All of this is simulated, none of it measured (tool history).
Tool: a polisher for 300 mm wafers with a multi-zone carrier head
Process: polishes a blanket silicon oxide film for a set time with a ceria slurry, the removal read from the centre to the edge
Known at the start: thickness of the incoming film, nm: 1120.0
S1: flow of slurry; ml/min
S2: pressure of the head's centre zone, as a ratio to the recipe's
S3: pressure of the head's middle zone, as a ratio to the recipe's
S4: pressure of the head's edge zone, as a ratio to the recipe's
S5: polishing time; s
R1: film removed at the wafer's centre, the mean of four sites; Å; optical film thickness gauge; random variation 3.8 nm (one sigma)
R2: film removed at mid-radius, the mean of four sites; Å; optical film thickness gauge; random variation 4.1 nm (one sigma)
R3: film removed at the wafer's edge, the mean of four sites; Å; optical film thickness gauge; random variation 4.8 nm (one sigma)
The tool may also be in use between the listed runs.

run	hour	S1	S2	S3	S4	S5	R1	R2	R3
1	0	250	1	1	1	52	3682.8	3832.7	3814.2
2	7.3	250	1.08	1	1	52	4030.1	3826.9	3881.6
3	9.6	250	1.08	1	1	63	4923.8	4666.3	4634.7
4	12.4	245	1.06	1.01	1.01	63	4681.9	4716.1	4619.5
5	13.4	205	1.06	1.01	1.01	63	4725	4675.7	4666.4
6	15.2	205	1.05	1.01	1.01	63	4659.6	4661	4484
7	22.8	210	1.04	1.01	1.02	63	4596.3	4647	4663.7
8	29.8	210	1.03	1.02	1.02	63	4540.3	4719.6	4593
9	30.8	210	1.02	1.02	1.02	63	4555.5	4673.3	4606.1
10	39.3	210	1.01	1.03	1.02	63	4558.1	4775.5	4608
11	44.3	210	1	1.03	1.02	63	4444.1	4746.7	4617.3

The next listed run, before its measurement:
12	50.8	210	0.99	1.03	1.02	63	?	?	?

{"run 12": {"R1": 4395, "R2": 4708.6, "R3": 4584}}

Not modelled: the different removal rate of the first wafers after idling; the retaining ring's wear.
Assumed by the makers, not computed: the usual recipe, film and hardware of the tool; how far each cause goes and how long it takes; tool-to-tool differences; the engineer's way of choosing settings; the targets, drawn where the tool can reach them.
